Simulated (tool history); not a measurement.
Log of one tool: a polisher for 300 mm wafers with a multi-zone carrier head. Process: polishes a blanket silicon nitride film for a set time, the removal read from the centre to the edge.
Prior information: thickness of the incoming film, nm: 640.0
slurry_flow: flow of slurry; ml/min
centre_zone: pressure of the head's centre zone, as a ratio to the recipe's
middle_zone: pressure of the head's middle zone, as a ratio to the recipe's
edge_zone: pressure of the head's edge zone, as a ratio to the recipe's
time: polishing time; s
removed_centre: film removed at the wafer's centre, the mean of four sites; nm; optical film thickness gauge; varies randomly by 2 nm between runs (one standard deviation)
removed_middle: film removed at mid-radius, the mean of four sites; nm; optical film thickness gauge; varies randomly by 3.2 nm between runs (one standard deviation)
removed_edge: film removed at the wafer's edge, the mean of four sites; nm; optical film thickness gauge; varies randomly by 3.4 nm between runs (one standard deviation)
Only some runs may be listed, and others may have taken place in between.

run,hour,slurry_flow,centre_zone,middle_zone,edge_zone,time,removed_centre,removed_middle,removed_edge
1,0,310,1,1,1,86,226.97,241.87,240.68
2,1.1,325,1.06,1,1,88,245.59,246.4,245.3
3,8.6,325,0.99,1,1,88,229.15,246.51,242.89
4,13.7,385,0.99,1,1,88,231.48,242.44,250.74
5,18.8,385,0.99,1,1.05,88,230.14,246.41,252.24
6,26.8,380,1.05,1,1.02,90,251.54,254.28,250.6
# hour 32.9: centre zone pressure recalibrated
7,32.9,385,1.08,0.98,1.02,92,288.85,253.31,260.58
8,41.2,395,1.09,0.99,1.01,92,299.17,253.3,261.11
9,41.8,395,1.09,1,1.01,92,296.43,258.72,261.62

Run 10 has not been measured yet. What should we expect?
10,50.3,400,1.09,1.01,1.01,92,?,?,?

{"run 10": {"removed_centre": 296.94, "removed_middle": 260.07, "removed_edge": 260.05}}
